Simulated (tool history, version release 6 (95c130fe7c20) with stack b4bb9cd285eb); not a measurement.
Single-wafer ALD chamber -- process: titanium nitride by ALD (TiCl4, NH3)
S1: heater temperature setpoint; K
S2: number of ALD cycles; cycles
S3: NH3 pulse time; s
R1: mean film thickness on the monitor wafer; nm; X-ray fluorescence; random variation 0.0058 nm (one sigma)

run  hour      S1  S2    S3      R1
  1     0  658.15  65  2.76  1.4877
  2   6.4  652.15  65  2.76  1.4714
  3  12.4  647.15  65   2.3  1.4422
  4  15.3  647.15  65   2.3  1.4508
  5  23.5  647.15  65  1.91  1.4264
  6    28  636.15  65  1.91  1.4029
  7    32  634.15  65  1.03  1.0158
  8  38.9  634.15  66  1.26  1.2504
  9  42.6  634.15  66  1.32  1.2802
 10  45.9  634.15  66  1.35  1.2906
 11  51.7  634.15  66  1.37   1.285
 12  54.3  634.15  66   1.4  1.3057
 13  62.3  634.15  66  1.41  1.3128
 14    66  643.15  67  2.29  1.4975
 15  72.4  643.15  66   2.2  1.4556
 16  81.1  643.15  66   2.2  1.4578

What will run 17 give?
 17  86.7  643.15  66  2.14   ?

R1: 1.4532 nm

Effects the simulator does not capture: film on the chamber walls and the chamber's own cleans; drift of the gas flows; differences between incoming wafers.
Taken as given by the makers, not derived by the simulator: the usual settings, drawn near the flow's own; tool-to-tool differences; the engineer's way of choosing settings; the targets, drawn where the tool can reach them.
